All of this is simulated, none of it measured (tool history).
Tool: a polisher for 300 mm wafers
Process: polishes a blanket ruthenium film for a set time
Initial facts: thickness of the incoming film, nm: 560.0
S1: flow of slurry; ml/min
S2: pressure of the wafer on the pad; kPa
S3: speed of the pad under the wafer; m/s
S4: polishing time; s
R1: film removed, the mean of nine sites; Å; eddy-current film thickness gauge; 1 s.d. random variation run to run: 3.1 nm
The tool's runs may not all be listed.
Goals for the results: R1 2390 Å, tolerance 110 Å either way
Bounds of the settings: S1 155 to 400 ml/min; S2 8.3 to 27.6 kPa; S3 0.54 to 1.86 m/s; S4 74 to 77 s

run  hour   S1    S2    S3  S4      R1
  1     0  255  17.9  1.18  74  1507.5
  2   6.4  255  17.9  1.28  74    1654
  3  10.4  255  18.6  1.28  74  1715.4
  4  12.7  255  19.3  1.28  74  1760.3
  5  17.3  215  19.3  1.28  74  1753.6
  6  19.2  215  15.2  1.28  74  1440.9
  7  20.6  215  16.5  1.28  74  1534.1
  8  26.9  215  17.9  1.28  74  1655.3
  9  34.5  215  18.6  1.28  74  1668.9
 10  35.9  215  23.4  1.34  74  2118.3
 11  40.8  215  23.4  1.34  74  2073.5

Exercise: of the 5 proposed moves below, exactly one satisfies all targets within the stated allowed misses. Which move is it?
  A  45.7  185  22.8  1.66  77   ?
  B  45.7  185  26.2  1.02  77   ?
  C  45.7  240  22.1   1.1  74   ?
  D  45.7  185  22.1  1.12  74   ?
  E  45.7  260  23.4  1.44  75   ?

move      R1
   A  2641.1
   B  1844.9
   C  1722.9
   D  1688.2
   E  2404.4
A: takes the biggest miss from the last run beyond its target
B: moves away from the targets compared with the last run
C: moves away from the targets compared with the last run
D: moves away from the targets compared with the last run
E: all results in spec
So the answer is move E, the one that meets all the targets.

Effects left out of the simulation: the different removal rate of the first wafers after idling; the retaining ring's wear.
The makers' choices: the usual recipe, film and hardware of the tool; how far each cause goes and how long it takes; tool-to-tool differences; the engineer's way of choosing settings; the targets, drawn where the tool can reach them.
